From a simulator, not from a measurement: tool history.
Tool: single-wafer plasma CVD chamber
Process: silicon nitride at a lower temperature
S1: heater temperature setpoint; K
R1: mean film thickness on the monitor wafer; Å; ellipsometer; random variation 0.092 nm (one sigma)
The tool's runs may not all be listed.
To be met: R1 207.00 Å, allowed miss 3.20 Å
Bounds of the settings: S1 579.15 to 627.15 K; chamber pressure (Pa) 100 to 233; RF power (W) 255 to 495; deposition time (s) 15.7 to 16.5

{"run": 1, "hour": 0.0, "S1": 603.15, "chamber pressure (Pa)": 167, "RF power (W)": 375, "deposition time (s)": 16.5, "R1": 222.55}
{"run": 2, "hour": 6.3, "S1": 603.15, "chamber pressure (Pa)": 159, "RF power (W)": 375, "deposition time (s)": 16.5, "R1": 219.8}
{"run": 3, "hour": 13.3, "S1": 603.15, "chamber pressure (Pa)": 159, "RF power (W)": 405, "deposition time (s)": 16.5, "R1": 229.29}
{"run": 4, "hour": 21.3, "S1": 603.15, "chamber pressure (Pa)": 173, "RF power (W)": 405, "deposition time (s)": 16.5, "R1": 236.25}
{"run": 5, "hour": 22.5, "S1": 603.15, "chamber pressure (Pa)": 173, "RF power (W)": 375, "deposition time (s)": 16.5, "R1": 222.82}
{"hour": 25.5, "done": "thermocouple changed; heater temperature recalibrated"}
{"run": 6, "hour": 25.5, "S1": 603.15, "chamber pressure (Pa)": 159, "RF power (W)": 375, "deposition time (s)": 16.5, "R1": 218.75}
{"run": 7, "hour": 34.5, "S1": 603.15, "chamber pressure (Pa)": 152, "RF power (W)": 375, "deposition time (s)": 16.5, "R1": 217.74}
{"run": 8, "hour": 36.5, "S1": 603.15, "chamber pressure (Pa)": 121, "RF power (W)": 365, "deposition time (s)": 16.5, "R1": 202.1}
{"run": 9, "hour": 38.4, "S1": 603.15, "chamber pressure (Pa)": 124, "RF power (W)": 365, "deposition time (s)": 16.5, "R1": 202.19}

Which of these 5 next moves meets every target?
{"run": "A", "hour": 40.3, "S1": 601.15, "chamber pressure (Pa)": 128, "RF power (W)": 355, "deposition time (s)": 15.8, "R1": "?"}
{"run": "B", "hour": 40.3, "S1": 602.15, "chamber pressure (Pa)": 148, "RF power (W)": 335, "deposition time (s)": 16.1, "R1": "?"}
{"run": "C", "hour": 40.3, "S1": 605.15, "chamber pressure (Pa)": 108, "RF power (W)": 365, "deposition time (s)": 16.5, "R1": "?"}
{"run": "D", "hour": 40.3, "S1": 600.15, "chamber pressure (Pa)": 117, "RF power (W)": 400, "deposition time (s)": 16.0, "R1": "?"}
{"run": "E", "hour": 40.3, "S1": 598.15, "chamber pressure (Pa)": 128, "RF power (W)": 350, "deposition time (s)": 16.5, "R1": "?"}

move=A R1=192.85
move=B R1=196.00
move=C R1=196.27
move=D R1=206.58
move=E R1=199.76
A: further off than the last run
B: further off than the last run
C: further off than the last run
D: meets every target
E: further off than the last run
Move D is the one to make.
